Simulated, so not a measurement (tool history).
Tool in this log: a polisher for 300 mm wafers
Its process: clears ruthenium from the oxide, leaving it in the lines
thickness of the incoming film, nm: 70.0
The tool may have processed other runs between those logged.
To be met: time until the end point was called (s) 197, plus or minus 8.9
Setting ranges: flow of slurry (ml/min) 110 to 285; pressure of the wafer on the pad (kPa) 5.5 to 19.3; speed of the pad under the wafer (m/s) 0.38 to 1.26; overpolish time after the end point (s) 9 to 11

| run | hour | flow of slurry (ml/min) | pressure of the wafer on the pad (kPa) | speed of the pad under the wafer (m/s) | overpolish time after the end point (s) | time until the end point was called (s) |
|---|---|---|---|---|---|---|
| 1 | 0 | 180 | 12.4 | 0.82 | 11 | 97.527 |
| 2 | 2 | 180 | 11 | 0.8 | 11 | 110.69 |
| 3 | 8.5 | 180 | 10.3 | 0.78 | 11 | 121.77 |
| 4 | 9.2 | 180 | 10.3 | 0.78 | 11 | 123.06 |
| 5 | 11.8 | 225 | 10.3 | 0.78 | 11 | 120.63 |
| 6 | 13.3 | 225 | 9.7 | 0.76 | 11 | 128.45 |
| 7 | 21.6 | 225 | 9 | 0.74 | 11 | 139.93 |
| 8 | 24.1 | 225 | 8.3 | 0.74 | 11 | 153.88 |
| 9 | 27.6 | 225 | 7.6 | 0.74 | 11 | 164.7 |
| 10 | 34.4 | 225 | 6.9 | 0.74 | 11 | 176.49 |
| 11 | 35 | 220 | 5.5 | 0.74 | 11 | 222.19 |
| 12 | 41.4 | 225 | 5.5 | 0.74 | 11 | 215.64 |

Exercise: of the 4 proposed moves below, exactly one satisfies all targets within the stated allowed misses. Which move is it?
| A | 47.8 | 215 | 5.5 | 0.82 | 11 | ? |
| B | 47.8 | 230 | 5.5 | 0.7 | 9 | ? |
| C | 47.8 | 235 | 6.9 | 0.76 | 11 | ? |
| D | 47.8 | 270 | 7.6 | 0.68 | 9 | ? |

| move | time until the end point was called (s) |
|---|---|
| A | 199.25 |
| B | 230.52 |
| C | 174.72 |
| D | 176.24 |
A: in spec on every target
B: misses by more than the last run did
C: the result that was furthest off in the last run now lies on the other side of its target
D: the result that was furthest off in the last run now lies on the other side of its target
Correct choice: A, which meets every target
